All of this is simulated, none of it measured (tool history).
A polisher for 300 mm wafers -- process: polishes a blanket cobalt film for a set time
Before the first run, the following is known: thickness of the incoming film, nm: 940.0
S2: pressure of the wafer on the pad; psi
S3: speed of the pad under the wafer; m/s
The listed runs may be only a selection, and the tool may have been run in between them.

Run 1, hour 0: flow of slurry (ml/min) 150, S2 2.4 psi, S3 1.16 m/s, polishing time (s) 35. Result: film removed (angstrom) 2777.8.
Run 2, hour 6.6: flow of slurry (ml/min) 150, S2 2.7 psi, S3 1.16 m/s, polishing time (s) 35. Result: film removed (angstrom) 3082.1.
Run 3, hour 11.5: flow of slurry (ml/min) 150, S2 3 psi, S3 1.16 m/s, polishing time (s) 35. Result: film removed (angstrom) 3509.6.
Run 4, hour 18.6: flow of slurry (ml/min) 150, S2 3 psi, S3 1.16 m/s, polishing time (s) 35. Result: film removed (angstrom) 3372.7.
Run 5, hour 25.7: flow of slurry (ml/min) 150, S2 3 psi, S3 1.04 m/s, polishing time (s) 35. Result: film removed (angstrom) 3054.6.
Run 6, hour 29.7: flow of slurry (ml/min) 155, S2 3.1 psi, S3 1.1 m/s, polishing time (s) 35. Result: film removed (angstrom) 3395.3.
Run 7, hour 31.6: flow of slurry (ml/min) 160, S2 3.2 psi, S3 1.14 m/s, polishing time (s) 35. Result: film removed (angstrom) 3608.7.
Run 8, hour 37.5: flow of slurry (ml/min) 160, S2 3.3 psi, S3 1.18 m/s, polishing time (s) 35. Result: film removed (angstrom) 3807.6.
Run 9, hour 39.5: flow of slurry (ml/min) 160, S2 3.4 psi, S3 1.22 m/s, polishing time (s) 35. Result: film removed (angstrom) 4112.5.
Run 10, hour 48: flow of slurry (ml/min) 160, S2 3.5 psi, S3 1.26 m/s, polishing time (s) 35. Result: film removed (angstrom) 4338.6.

Expected results for the next run?
Run 11, hour 54.6: flow of slurry (ml/min) 160, S2 3.5 psi, S3 1.3 m/s, polishing time (s) 35. Result: film removed (angstrom) ?.

film removed (angstrom): 4559.1
